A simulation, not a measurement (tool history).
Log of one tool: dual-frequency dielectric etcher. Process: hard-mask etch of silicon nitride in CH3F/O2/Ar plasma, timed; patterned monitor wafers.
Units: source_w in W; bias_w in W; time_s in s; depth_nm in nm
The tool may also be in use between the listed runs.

run,hour,source_w,bias_w,time_s,depth_nm
1,0,520,54,161,108.59
2,3,540,55,161,111.44
3,9.7,540,55,161,110.72
4,13,450,55,161,101.61
5,17.1,410,55,161,97.967
6,25.8,440,56,161,102.14

Run 7 comes next. What will it give?
7,32.1,440,56,161,?

depth_nm: 102.5 nm
